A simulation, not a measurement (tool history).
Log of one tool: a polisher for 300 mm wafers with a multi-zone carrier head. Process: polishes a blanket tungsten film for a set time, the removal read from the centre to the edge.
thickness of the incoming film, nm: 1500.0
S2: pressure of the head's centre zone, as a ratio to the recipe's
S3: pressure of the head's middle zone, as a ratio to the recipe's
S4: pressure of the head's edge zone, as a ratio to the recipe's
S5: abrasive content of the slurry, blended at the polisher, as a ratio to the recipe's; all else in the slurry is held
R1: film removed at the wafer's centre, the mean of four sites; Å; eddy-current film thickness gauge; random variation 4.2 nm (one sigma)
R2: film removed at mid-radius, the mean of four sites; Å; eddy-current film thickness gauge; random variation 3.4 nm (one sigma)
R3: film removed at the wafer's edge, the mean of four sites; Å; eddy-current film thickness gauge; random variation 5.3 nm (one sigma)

Run 1, hour 0: flow of slurry (ml/min) 265, S2 1, S3 1, S4 1, S5 1, polishing time (s) 60. Result: R1 3082.4 Å, R2 3116 Å, R3 3163.2 Å.
Run 2, hour 6.4: flow of slurry (ml/min) 265, S2 1.04, S3 1, S4 1, S5 1, polishing time (s) 60. Result: R1 3310.3 Å, R2 3114.8 Å, R3 3217.6 Å.
Run 3, hour 8.1: flow of slurry (ml/min) 265, S2 1.04, S3 1, S4 0.92, S5 1, polishing time (s) 60. Result: R1 3250.9 Å, R2 3109.4 Å, R3 3084.2 Å.
Run 4, hour 9.4: flow of slurry (ml/min) 260, S2 1.01, S3 0.99, S4 0.96, S5 1.1, polishing time (s) 61. Result: R1 3305.1 Å, R2 3206.4 Å, R3 3253.1 Å.
Run 5, hour 14: flow of slurry (ml/min) 255, S2 0.98, S3 0.98, S4 1, S5 1.2, polishing time (s) 62. Result: R1 3323.4 Å, R2 3248.1 Å, R3 3512.9 Å.
Run 6, hour 21.8: flow of slurry (ml/min) 260, S2 0.97, S3 1, S4 1.03, S5 1.25, polishing time (s) 62. Result: R1 3388.2 Å, R2 3420.2 Å, R3 3590.6 Å.

Run 7 comes next. What will it give?
Run 7, hour 27.7: flow of slurry (ml/min) 260, S2 0.95, S3 1, S4 1.06, S5 1.3, polishing time (s) 62. Result: R1 ?, R2 ?, R3 ?.

Run 7 gave R1 3324.7 Å, R2 3421.2 Å, R3 3602.1 Å.
